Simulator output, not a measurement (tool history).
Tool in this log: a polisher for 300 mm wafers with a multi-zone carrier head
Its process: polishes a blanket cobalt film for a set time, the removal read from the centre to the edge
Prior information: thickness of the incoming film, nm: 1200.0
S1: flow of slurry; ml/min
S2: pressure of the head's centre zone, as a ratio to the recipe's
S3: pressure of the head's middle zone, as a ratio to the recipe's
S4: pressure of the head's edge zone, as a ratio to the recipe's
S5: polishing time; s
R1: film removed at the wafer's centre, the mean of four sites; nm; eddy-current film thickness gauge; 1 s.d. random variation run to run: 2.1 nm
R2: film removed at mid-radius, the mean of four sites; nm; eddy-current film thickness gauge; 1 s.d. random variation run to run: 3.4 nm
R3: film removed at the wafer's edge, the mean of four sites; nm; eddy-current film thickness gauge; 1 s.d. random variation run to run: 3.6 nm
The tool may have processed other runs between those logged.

Run 1, hour 0: S1 240 ml/min, S2 1, S3 1, S4 1, S5 84 s. Result: R1 407.58 nm, R2 416.23 nm, R3 398.89 nm.
Run 2, hour 8.3: S1 230 ml/min, S2 0.96, S3 0.97, S4 1.01, S5 80 s. Result: R1 365.11 nm, R2 389.9 nm, R3 385.04 nm.
Run 3, hour 12.9: S1 225 ml/min, S2 0.94, S3 0.94, S4 1.01, S5 76 s. Result: R1 344.96 nm, R2 362.91 nm, R3 374.3 nm.
Run 4, hour 19.6: S1 225 ml/min, S2 0.94, S3 0.94, S4 0.93, S5 76 s. Result: R1 339.23 nm, R2 363.3 nm, R3 355.47 nm.
Run 5, hour 23.6: S1 225 ml/min, S2 0.97, S3 0.94, S4 0.93, S5 76 s. Result: R1 349.28 nm, R2 362.43 nm, R3 355.13 nm.
Run 6, hour 25.4: S1 190 ml/min, S2 0.97, S3 0.94, S4 0.93, S5 76 s. Result: R1 349.4 nm, R2 347.32 nm, R3 337.77 nm.

Run 7 comes next. What will it give?
Run 7, hour 31: S1 190 ml/min, S2 0.94, S3 0.92, S4 0.94, S5 74 s. Result: R1 ?, R2 ?, R3 ?.

{"run 7": {"R1": 327.87, "R2": 334.93, "R3": 330.63}}
